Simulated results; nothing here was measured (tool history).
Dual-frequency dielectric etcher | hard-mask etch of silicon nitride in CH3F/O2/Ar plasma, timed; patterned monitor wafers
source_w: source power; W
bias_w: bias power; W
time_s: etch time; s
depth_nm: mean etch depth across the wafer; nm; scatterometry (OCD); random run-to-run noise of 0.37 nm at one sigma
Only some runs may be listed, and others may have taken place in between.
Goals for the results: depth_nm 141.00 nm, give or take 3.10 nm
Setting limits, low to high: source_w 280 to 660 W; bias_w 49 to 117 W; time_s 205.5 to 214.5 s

{"run": 1, "hour": 0.0, "source_w": 470, "bias_w": 83, "time_s": 205.5, "depth_nm": 163.94}
{"run": 2, "hour": 8.7, "source_w": 430, "bias_w": 81, "time_s": 205.5, "depth_nm": 158.47}
{"run": 3, "hour": 15.1, "source_w": 430, "bias_w": 81, "time_s": 205.5, "depth_nm": 158.26}
{"run": 4, "hour": 23.0, "source_w": 400, "bias_w": 81, "time_s": 205.5, "depth_nm": 154.82}
{"run": 5, "hour": 32.0, "source_w": 370, "bias_w": 79, "time_s": 205.5, "depth_nm": 149.46}
{"run": 6, "hour": 38.1, "source_w": 370, "bias_w": 79, "time_s": 205.5, "depth_nm": 148.73}
{"run": 7, "hour": 40.8, "source_w": 360, "bias_w": 78, "time_s": 205.5, "depth_nm": 147.51}
{"run": 8, "hour": 46.6, "source_w": 350, "bias_w": 77, "time_s": 205.5, "depth_nm": 145.65}
{"run": 9, "hour": 51.6, "source_w": 340, "bias_w": 77, "time_s": 205.5, "depth_nm": 144.17}

Of the 4 settings listed for the next run, only one would bring every result within its allowed miss of target. Which one?
{"run": "A", "hour": 56.6, "source_w": 410, "bias_w": 67, "time_s": 209.5, "depth_nm": "?"}
{"run": "B", "hour": 56.6, "source_w": 310, "bias_w": 72, "time_s": 212.0, "depth_nm": "?"}
{"run": "C", "hour": 56.6, "source_w": 350, "bias_w": 73, "time_s": 214.5, "depth_nm": "?"}
{"run": "D", "hour": 56.6, "source_w": 400, "bias_w": 69, "time_s": 205.5, "depth_nm": "?"}

move=A depth_nm=149.84
move=B depth_nm=141.29
move=C depth_nm=149.36
move=D depth_nm=147.05
A: the biggest miss grows against the last run
B: each result inside its tolerance
C: the biggest miss grows against the last run
D: the biggest miss grows against the last run
B is the move that brings every result within its allowed miss.
